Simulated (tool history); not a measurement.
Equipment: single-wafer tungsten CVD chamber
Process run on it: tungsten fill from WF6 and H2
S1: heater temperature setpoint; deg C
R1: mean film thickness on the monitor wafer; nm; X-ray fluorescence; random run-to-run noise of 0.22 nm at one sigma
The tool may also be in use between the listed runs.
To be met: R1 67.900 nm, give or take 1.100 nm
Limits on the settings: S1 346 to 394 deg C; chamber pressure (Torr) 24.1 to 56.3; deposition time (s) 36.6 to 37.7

run 1 hour=0.0 | S1=370 chamber_pressure_(Torr)=40.2 deposition_time_(s)=36.6 | R1=61.084
run 2 hour=8.9 | S1=371 chamber_pressure_(Torr)=40.2 deposition_time_(s)=36.6 | R1=62.708
run 3 hour=13.3 | S1=371 chamber_pressure_(Torr)=33.8 deposition_time_(s)=36.6 | R1=58.700
run 4 hour=20.3 | S1=372 chamber_pressure_(Torr)=33.8 deposition_time_(s)=36.6 | R1=60.040
run 5 hour=27.4 | S1=373 chamber_pressure_(Torr)=33.8 deposition_time_(s)=36.6 | R1=61.889
run 6 hour=31.2 | S1=373 chamber_pressure_(Torr)=30.3 deposition_time_(s)=36.6 | R1=59.166
run 7 hour=34.8 | S1=373 chamber_pressure_(Torr)=30.3 deposition_time_(s)=36.6 | R1=58.718
run 8 hour=38.4 | S1=374 chamber_pressure_(Torr)=30.3 deposition_time_(s)=36.6 | R1=60.355
run 9 hour=44.1 | S1=375 chamber_pressure_(Torr)=30.3 deposition_time_(s)=36.6 | R1=61.842
run 10 hour=52.8 | S1=376 chamber_pressure_(Torr)=30.3 deposition_time_(s)=36.6 | R1=63.683
run 11 hour=60.7 | S1=377 chamber_pressure_(Torr)=30.3 deposition_time_(s)=36.6 | R1=65.053
run 12 hour=68.9 | S1=378 chamber_pressure_(Torr)=30.3 deposition_time_(s)=36.6 | R1=66.298

Consider the 4 candidate settings below. Which is the only one whose results all fall within their allowed miss of target?
run A hour=77.1 | S1=376 chamber_pressure_(Torr)=33.9 deposition_time_(s)=37.7 | R1=?
run B hour=77.1 | S1=379 chamber_pressure_(Torr)=31.2 deposition_time_(s)=37.2 | R1=?
run C hour=77.1 | S1=380 chamber_pressure_(Torr)=29.9 deposition_time_(s)=37.5 | R1=?
run D hour=77.1 | S1=379 chamber_pressure_(Torr)=31.8 deposition_time_(s)=37.7 | R1=?

move=A R1=67.990
move=B R1=69.783
move=C R1=70.873
move=D R1=71.220
A: all results in spec
B: moves the result that the last run missed by most past its target, out the other side
C: moves the result that the last run missed by most past its target, out the other side
D: moves the result that the last run missed by most past its target, out the other side
A is the move that brings every result within its allowed miss.
